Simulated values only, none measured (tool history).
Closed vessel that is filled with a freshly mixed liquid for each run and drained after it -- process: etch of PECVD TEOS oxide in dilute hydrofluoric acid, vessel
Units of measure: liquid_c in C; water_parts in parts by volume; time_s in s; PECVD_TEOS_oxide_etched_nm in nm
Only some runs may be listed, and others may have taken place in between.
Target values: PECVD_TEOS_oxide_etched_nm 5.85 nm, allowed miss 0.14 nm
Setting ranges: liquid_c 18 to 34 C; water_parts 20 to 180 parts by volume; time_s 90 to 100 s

run,hour,liquid_c,water_parts,time_s,PECVD_TEOS_oxide_etched_nm
1,0,26,100,90,8.1015
2,6.3,26,85,90,9.7103
3,15.3,26,85,90,9.7069
4,15.9,25,90,90,8.8044
5,19,25,90,100,9.7966
6,24.7,26.5,90,100,10.437
7,33.7,25.5,95,100,9.3584
8,37.1,24.5,95,100,8.9943
9,42.6,23.5,95,100,8.6091
10,50.3,22.5,95,100,8.3378
# hour 54.2: thermometer replaced
11,54.2,18.5,115,100,6.2827

4 next moves are on the table. One of them brings every result within its allowed miss. Which?
A,58.1,18,120,100,?
B,58.1,20.5,115,100,?
C,58.1,22.5,125,100,?
D,58.1,19,105,95,?

move,PECVD_TEOS_oxide_etched_nm
A,5.8434
B,6.7901
C,6.6914
D,6.7176
A: all results land within tolerance of their targets
B: misses by more than the last run did
C: misses by more than the last run did
D: misses by more than the last run did
A meets every target.
